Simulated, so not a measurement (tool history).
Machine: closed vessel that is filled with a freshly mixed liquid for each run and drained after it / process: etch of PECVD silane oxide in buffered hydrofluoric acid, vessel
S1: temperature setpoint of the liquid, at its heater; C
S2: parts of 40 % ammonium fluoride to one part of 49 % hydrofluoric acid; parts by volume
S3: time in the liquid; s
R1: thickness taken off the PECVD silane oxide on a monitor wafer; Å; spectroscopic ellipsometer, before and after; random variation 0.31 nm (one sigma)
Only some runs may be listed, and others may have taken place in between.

run  hour    S1    S2   S3      R1
  1   0.0  20.0  12.5   90  866.64
  2   8.1  20.0  15.5   90  697.95
  3  16.3  20.0  18.5   90  590.46
  4  16.9  20.0  18.5  100  653.41
  5  22.7  18.0  18.5  100  580.36
  6  26.8  20.5  18.5  100  672.41
  7  29.6  22.5  18.5  100  752.30
  8  36.1  24.0  18.5  100  815.91
  9  38.9  25.0  18.5  100  862.81
 10  41.0  25.5  18.5  100  888.05

Predict the results of run 11:
 11  48.9  26.0  18.5  100   ?

{"run 11": {"R1": 913.68}}

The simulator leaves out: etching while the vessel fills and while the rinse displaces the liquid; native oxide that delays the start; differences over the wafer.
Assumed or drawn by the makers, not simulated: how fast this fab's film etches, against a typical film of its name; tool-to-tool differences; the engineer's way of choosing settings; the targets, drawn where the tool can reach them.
